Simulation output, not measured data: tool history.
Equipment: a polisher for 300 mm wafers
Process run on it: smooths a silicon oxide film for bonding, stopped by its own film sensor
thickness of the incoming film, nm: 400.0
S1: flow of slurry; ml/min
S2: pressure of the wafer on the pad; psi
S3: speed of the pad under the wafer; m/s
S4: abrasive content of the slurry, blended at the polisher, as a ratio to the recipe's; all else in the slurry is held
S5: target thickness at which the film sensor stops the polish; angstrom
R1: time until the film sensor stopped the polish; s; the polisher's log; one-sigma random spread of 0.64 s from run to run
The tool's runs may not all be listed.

{"run": 1, "day": 0.0, "S1": 200, "S2": 2, "S3": 0.96, "S4": 1, "S5": 3310, "R1": 87.147}
{"run": 2, "day": 0.317, "S1": 235, "S2": 2, "S3": 0.96, "S4": 1, "S5": 3310, "R1": 88.587}
{"run": 3, "day": 0.446, "S1": 235, "S2": 2, "S3": 0.72, "S4": 1, "S5": 3310, "R1": 109.4}
{"run": 4, "day": 0.467, "S1": 235, "S2": 2, "S3": 0.72, "S4": 1, "S5": 3280, "R1": 112.6}
{"run": 5, "day": 0.7, "S1": 275, "S2": 2, "S3": 0.72, "S4": 1, "S5": 3280, "R1": 112.55}
{"run": 6, "day": 0.942, "S1": 255, "S2": 2, "S3": 0.72, "S4": 1, "S5": 3280, "R1": 110.05}
{"run": 7, "day": 1.133, "S1": 255, "S2": 2.1, "S3": 0.74, "S4": 1, "S5": 3280, "R1": 107.21}
{"run": 8, "day": 1.504, "S1": 260, "S2": 2.7, "S3": 1.02, "S4": 1.05, "S5": 3280, "R1": 66.757}

For run 9, what comes out?
{"run": 9, "day": 1.858, "S1": 260, "S2": 2.9, "S3": 1.04, "S4": 1.05, "S5": 3280, "R1": "?"}

{"run 9": {"R1": 60.885}}
